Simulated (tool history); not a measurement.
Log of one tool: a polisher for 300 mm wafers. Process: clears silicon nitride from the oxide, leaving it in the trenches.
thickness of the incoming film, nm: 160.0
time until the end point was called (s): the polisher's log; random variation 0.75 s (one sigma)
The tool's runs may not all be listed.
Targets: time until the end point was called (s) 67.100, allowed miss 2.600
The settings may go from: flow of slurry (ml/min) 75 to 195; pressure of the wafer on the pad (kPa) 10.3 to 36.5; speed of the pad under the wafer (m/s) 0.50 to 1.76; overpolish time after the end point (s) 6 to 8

| run | hour | flow of slurry (ml/min) | pressure of the wafer on the pad (kPa) | speed of the pad under the wafer (m/s) | overpolish time after the end point (s) | time until the end point was called (s) |
|---|---|---|---|---|---|---|
| 1 | 0.0 | 125 | 23.4 | 1.12 | 8 | 131.840 |
| 2 | 3.2 | 145 | 23.4 | 1.12 | 8 | 127.080 |
| 3 | 11.2 | 145 | 28.3 | 1.12 | 8 | 108.610 |
| 4 | 12.4 | 145 | 28.3 | 1.32 | 8 | 93.643 |
| 5 | 14.5 | 145 | 24.8 | 1.32 | 8 | 104.190 |
| 6 | 20.3 | 175 | 24.8 | 1.32 | 8 | 100.030 |
| 7 | 24.2 | 180 | 31.7 | 1.34 | 8 | 77.254 |
| 8 | 32.2 | 180 | 32.4 | 1.34 | 8 | 76.385 |
| 9 | 36.8 | 180 | 33.1 | 1.34 | 8 | 74.379 |

Which of these 5 next moves meets every target?
| A | 41.4 | 190 | 33.1 | 1.28 | 8 | ? |
| B | 41.4 | 190 | 33.1 | 1.34 | 8 | ? |
| C | 41.4 | 165 | 30.3 | 1.38 | 8 | ? |
| D | 41.4 | 160 | 36.5 | 1.36 | 8 | ? |
| E | 41.4 | 150 | 28.3 | 1.40 | 6 | ? |

| move | time until the end point was called (s) |
|---|---|
| A | 77.403 |
| B | 74.024 |
| C | 79.840 |
| D | 67.802 |
| E | 85.543 |
A: further off than the last run
B: as far off as the last run
C: further off than the last run
D: meets every target
E: further off than the last run
Move D is the one to make.

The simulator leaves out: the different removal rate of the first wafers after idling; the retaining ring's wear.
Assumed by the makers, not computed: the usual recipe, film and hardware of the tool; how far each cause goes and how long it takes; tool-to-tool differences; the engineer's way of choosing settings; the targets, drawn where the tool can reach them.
